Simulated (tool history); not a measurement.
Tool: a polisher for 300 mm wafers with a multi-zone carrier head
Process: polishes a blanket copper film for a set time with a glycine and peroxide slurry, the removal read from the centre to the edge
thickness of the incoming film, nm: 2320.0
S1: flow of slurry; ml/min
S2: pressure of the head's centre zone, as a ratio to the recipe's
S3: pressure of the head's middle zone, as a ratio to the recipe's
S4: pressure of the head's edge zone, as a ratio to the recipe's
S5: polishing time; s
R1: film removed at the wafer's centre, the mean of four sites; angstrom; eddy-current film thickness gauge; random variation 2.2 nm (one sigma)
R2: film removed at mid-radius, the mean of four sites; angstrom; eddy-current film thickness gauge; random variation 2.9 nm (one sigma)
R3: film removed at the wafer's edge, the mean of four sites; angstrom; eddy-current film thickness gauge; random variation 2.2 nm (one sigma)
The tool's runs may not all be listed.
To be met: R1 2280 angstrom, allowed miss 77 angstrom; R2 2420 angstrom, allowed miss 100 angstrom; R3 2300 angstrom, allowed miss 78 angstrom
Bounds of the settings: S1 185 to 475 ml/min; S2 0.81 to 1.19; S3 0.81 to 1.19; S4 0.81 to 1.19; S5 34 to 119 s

run,hour,S1,S2,S3,S4,S5,R1,R2,R3
1,0,305,1,1,1,76,3985,3968.5,4113
2,1.9,305,0.99,1,0.98,70,3703.5,3766.5,3744.5
3,8.5,305,0.99,1,0.91,70,3689.5,3776.6,3662.6
4,10.4,305,1.03,1,0.91,70,3845,3717.4,3628.2
5,13.7,305,1.03,1,0.91,84,4598.7,4508.1,4337.7
# hour 19.8: slurry nozzle cleaned
6,19.8,305,1.02,1,0.9,77,4264.6,4115,4080.8
7,23.6,305,1.01,1,0.9,71,3821.6,3813.9,3729.2
8,30.2,305,1.01,1,0.9,66,3607.5,3585.1,3446.7
9,33.7,305,1,1,0.9,62,3350.1,3407.6,3235.7
10,40.4,305,0.99,0.99,0.9,59,3140.8,3181.4,3073
11,42.7,305,0.98,0.99,0.89,56,3012.4,2959.1,2943.9

5 next moves are on the table. One of them brings every result within its allowed miss. Which?
A,45,330,1.01,1.17,0.88,43,?,?,?
B,45,350,0.96,1.02,0.91,43,?,?,?
C,45,350,1.02,1.02,0.97,73,?,?,?
D,45,280,0.99,0.94,0.94,42,?,?,?
E,45,320,0.92,0.92,0.89,50,?,?,?

move,R1,R2,R3
A,2382.8,2702.7,2216.6
B,2274.2,2416,2264.1
C,4104.1,4100,3960.3
D,2238,2157.5,2212.2
E,2509.9,2556.8,2594
A: nearer than the last run, and not there yet
B: meets every target
C: further off than the last run
D: brings the result that was furthest off to its target, and leaves another outside
E: nearer than the last run, and not there yet
Answer: B
